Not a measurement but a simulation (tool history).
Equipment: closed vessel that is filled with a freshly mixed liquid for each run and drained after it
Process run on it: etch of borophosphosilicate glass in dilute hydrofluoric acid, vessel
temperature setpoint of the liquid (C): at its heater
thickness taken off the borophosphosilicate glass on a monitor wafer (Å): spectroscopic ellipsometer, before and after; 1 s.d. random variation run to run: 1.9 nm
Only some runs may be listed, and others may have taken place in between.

run,hour,temperature setpoint of the liquid (C),parts of water to one part of 49 % hydrofluoric acid (parts by volume),time in the liquid (s),thickness taken off the borophosphosilicate glass on a monitor wafer (Å)
1,0.0,23.0,210,310,874.36
2,4.4,23.0,210,310,893.92
3,6.1,26.0,210,310,985.95
4,7.5,26.0,210,330,1045.60
5,10.4,27.5,175,330,1397.50
6,13.7,28.5,160,330,1590.80
7,19.6,29.0,150,330,1743.40
8,21.8,29.0,150,330,1784.00

Run 9 comes next. What will it give?
9,24.5,29.5,145,330,?

thickness taken off the borophosphosilicate glass on a monitor wafer (Å): 1859.50

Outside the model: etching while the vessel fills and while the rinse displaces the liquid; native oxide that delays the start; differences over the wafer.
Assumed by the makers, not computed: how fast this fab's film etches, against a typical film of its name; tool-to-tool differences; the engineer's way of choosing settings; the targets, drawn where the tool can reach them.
